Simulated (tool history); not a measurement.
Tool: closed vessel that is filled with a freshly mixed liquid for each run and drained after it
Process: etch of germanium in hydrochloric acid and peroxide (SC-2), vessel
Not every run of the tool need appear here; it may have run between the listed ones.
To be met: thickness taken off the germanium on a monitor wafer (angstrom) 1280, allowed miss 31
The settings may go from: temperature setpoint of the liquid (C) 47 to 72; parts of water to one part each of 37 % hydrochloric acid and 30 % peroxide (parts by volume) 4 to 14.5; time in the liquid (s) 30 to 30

run  hour  temperature setpoint of the liquid (C)  parts of water to one part each of 37 % hydrochloric acid and 30 % peroxide (parts by volume)  time in the liquid (s)  thickness taken off the germanium on a monitor wafer (angstrom)
  1     0                                      63                                                                                              8                      30                                                           1639.1
  2   5.8                                      63                                                                                           10.5                      30                                                           1581.1
  3   7.8                                      63                                                                                           13.5                      30                                                           1511.9
  4  13.1                                    61.5                                                                                           13.5                      30                                                           1476.2
  5  15.4                                    61.5                                                                                           13.5                      30                                                           1468.2
  6  17.8                                      60                                                                                           13.5                      30                                                           1416.4
  7  25.2                                      59                                                                                           13.5                      30                                                           1372.3
  8    26                                      56                                                                                           13.5                      30                                                           1233.1

Which single option among these 5 for the next run brings every result within its allowed miss of target? Just one does.
  A  26.8                                      54                                                                                           14.5                      30                                                                ?
  B  26.8                                      55                                                                                             13                      30                                                                ?
  C  26.8                                      59                                                                                           13.5                      30                                                                ?
  D  26.8                                    54.5                                                                                             14                      30                                                                ?
  E  26.8                                      57                                                                                           14.5                      30                                                                ?

move  thickness taken off the germanium on a monitor wafer (angstrom)
   A                                                           1167.4
   B                                                           1222.3
   C                                                           1368.1
   D                                                           1191.3
   E                                                           1276.2
A: lands further from the targets than the last run did
B: lands further from the targets than the last run did
C: takes the biggest miss from the last run beyond its target
D: lands further from the targets than the last run did
E: every result within its allowed miss
E is the move that brings every result within its allowed miss.
